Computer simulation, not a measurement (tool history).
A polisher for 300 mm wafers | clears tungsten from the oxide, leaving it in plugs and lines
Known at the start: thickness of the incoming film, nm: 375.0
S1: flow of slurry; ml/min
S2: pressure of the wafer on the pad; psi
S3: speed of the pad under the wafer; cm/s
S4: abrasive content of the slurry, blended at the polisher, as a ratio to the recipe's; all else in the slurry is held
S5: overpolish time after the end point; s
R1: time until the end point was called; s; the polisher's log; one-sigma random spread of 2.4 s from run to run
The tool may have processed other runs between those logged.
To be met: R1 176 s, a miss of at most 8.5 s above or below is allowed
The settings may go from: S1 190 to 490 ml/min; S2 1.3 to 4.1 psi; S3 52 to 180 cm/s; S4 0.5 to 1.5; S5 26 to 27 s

run	hour	S1	S2	S3	S4	S5	R1
1	0	315	2.7	116	1	26	123.12
2	2.9	375	2.7	116	1	26	122.95
3	6.8	305	2.7	116	1	26	123.21
4	12.8	305	2.7	116	0.9	26	129.21
5	14.6	305	2.5	116	0.9	26	139.76
6	20.3	305	2.5	116	1.05	26	130.82
7	24.5	305	2.3	116	1.05	26	141.6
8	26	305	2.1	116	1.05	26	154.62
# hour 29.6: worn pad replaced by a new one
9	29.6	305	2	116	1.05	26	149.6
10	33.8	305	1.8	116	1.05	26	165.02

Below are 5 possible settings for the next run. Only one of them brings all results inside the allowed miss of their targets. Which is it?
A	38	280	1.8	128	1.15	26	?
B	38	330	1.9	112	1.1	26	?
C	38	260	1.9	120	1.15	26	?
D	38	255	1.6	122	1.15	27	?
E	38	300	1.9	122	1	27	?

move	R1
A	151.27
B	162.97
C	154.15
D	179.12
E	155.25
A: the biggest miss grows against the last run
B: the biggest miss grows against the last run
C: the biggest miss grows against the last run
D: every result within its allowed miss
E: the biggest miss grows against the last run
Move D is the one to make.

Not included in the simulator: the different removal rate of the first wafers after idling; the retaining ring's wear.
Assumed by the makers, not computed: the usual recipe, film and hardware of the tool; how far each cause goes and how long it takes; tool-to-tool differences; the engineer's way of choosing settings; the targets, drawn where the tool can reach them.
